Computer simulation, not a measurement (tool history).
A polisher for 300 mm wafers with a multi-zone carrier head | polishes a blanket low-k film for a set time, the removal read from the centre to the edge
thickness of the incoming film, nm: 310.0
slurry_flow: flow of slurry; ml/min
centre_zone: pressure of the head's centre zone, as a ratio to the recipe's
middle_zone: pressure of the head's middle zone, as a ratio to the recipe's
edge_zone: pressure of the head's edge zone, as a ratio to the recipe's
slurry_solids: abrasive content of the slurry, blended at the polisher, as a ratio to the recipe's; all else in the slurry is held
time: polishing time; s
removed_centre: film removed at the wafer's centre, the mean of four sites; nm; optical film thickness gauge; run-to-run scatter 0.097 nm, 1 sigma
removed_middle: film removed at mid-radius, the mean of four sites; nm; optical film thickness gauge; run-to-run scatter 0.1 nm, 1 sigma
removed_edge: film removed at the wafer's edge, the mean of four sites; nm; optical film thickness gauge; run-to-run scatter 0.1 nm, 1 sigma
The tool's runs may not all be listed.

run 1 hour=0.0 | slurry_flow=240 centre_zone=1.00 middle_zone=1.00 edge_zone=1.00 slurry_solids=1.00 time=43 | removed_centre=12.5190 removed_middle=12.7290 removed_edge=13.1720
run 2 hour=0.9 | slurry_flow=200 centre_zone=1.00 middle_zone=1.00 edge_zone=1.00 slurry_solids=1.00 time=43 | removed_centre=11.9710 removed_middle=12.2260 removed_edge=12.6660
run 3 hour=6.2 | slurry_flow=195 centre_zone=0.99 middle_zone=0.99 edge_zone=0.98 slurry_solids=0.85 time=41 | removed_centre=10.3740 removed_middle=10.3110 removed_edge=10.8980
run 4 hour=10.7 | slurry_flow=230 centre_zone=0.99 middle_zone=0.99 edge_zone=0.98 slurry_solids=0.85 time=41 | removed_centre=10.9420 removed_middle=10.7750 removed_edge=11.2650
run 5 hour=16.5 | slurry_flow=230 centre_zone=0.99 middle_zone=0.99 edge_zone=0.94 slurry_solids=0.85 time=41 | removed_centre=10.9930 removed_middle=10.9200 removed_edge=10.8110
run 6 hour=21.9 | slurry_flow=215 centre_zone=0.96 middle_zone=0.97 edge_zone=0.92 slurry_solids=0.75 time=41 | removed_centre=9.8750 removed_middle=9.7428 removed_edge=10.1540
run 7 hour=23.8 | slurry_flow=210 centre_zone=0.95 middle_zone=0.97 edge_zone=0.90 slurry_solids=0.70 time=40 | removed_centre=9.0334 removed_middle=9.2447 removed_edge=9.3361
run 8 hour=24.5 | slurry_flow=205 centre_zone=0.94 middle_zone=0.95 edge_zone=0.88 slurry_solids=0.65 time=40 | removed_centre=8.4586 removed_middle=8.5276 removed_edge=8.7446
run 9 hour=25.4 | slurry_flow=195 centre_zone=0.93 middle_zone=0.94 edge_zone=0.86 slurry_solids=0.65 time=40 | removed_centre=8.3476 removed_middle=8.1917 removed_edge=8.5356
-- hour=30.6 slurry nozzle cleaned
run 10 hour=30.6 | slurry_flow=185 centre_zone=0.92 middle_zone=0.94 edge_zone=0.85 slurry_solids=0.65 time=40 | removed_centre=8.9306 removed_middle=8.8626 removed_edge=9.2608
run 11 hour=33.8 | slurry_flow=255 centre_zone=0.92 middle_zone=0.95 edge_zone=0.93 slurry_solids=0.60 time=40 | removed_centre=8.9099 removed_middle=9.0508 removed_edge=9.0985
run 12 hour=36.8 | slurry_flow=245 centre_zone=0.91 middle_zone=0.94 edge_zone=0.91 slurry_solids=0.55 time=40 | removed_centre=8.4904 removed_middle=8.4568 removed_edge=8.6280

Run 13 has not been measured yet. What should we expect?
run 13 hour=40.8 | slurry_flow=235 centre_zone=0.90 middle_zone=0.93 edge_zone=0.89 slurry_solids=0.55 time=40 | removed_centre=? removed_middle=? removed_edge=?

For run 13 the tool returned removed_centre 8.0801 nm, removed_middle 8.3843 nm, removed_edge 8.7879 nm.
